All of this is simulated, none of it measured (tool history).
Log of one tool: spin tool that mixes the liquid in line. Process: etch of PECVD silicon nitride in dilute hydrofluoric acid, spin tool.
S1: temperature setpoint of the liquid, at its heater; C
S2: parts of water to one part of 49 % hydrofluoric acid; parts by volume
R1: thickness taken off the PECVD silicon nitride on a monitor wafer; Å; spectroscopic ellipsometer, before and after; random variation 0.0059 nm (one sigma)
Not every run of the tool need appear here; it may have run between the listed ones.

run 1 hour=0 | S1=25 S2=185 time_under_the_liquid_(s)=50 | R1=9.4354
run 2 hour=0.7 | S1=25 S2=250 time_under_the_liquid_(s)=50 | R1=6.777
run 3 hour=6.7 | S1=25 S2=250 time_under_the_liquid_(s)=30 | R1=4.1203
run 4 hour=12.7 | S1=22 S2=250 time_under_the_liquid_(s)=30 | R1=3.4019
run 5 hour=20.2 | S1=22.5 S2=250 time_under_the_liquid_(s)=30 | R1=3.5104
run 6 hour=25.4 | S1=23 S2=250 time_under_the_liquid_(s)=30 | R1=3.62

Forecast run 7:
run 7 hour=33.9 | S1=23 S2=250 time_under_the_liquid_(s)=30 | R1=?

Run 7 yielded R1 3.6528 Å.
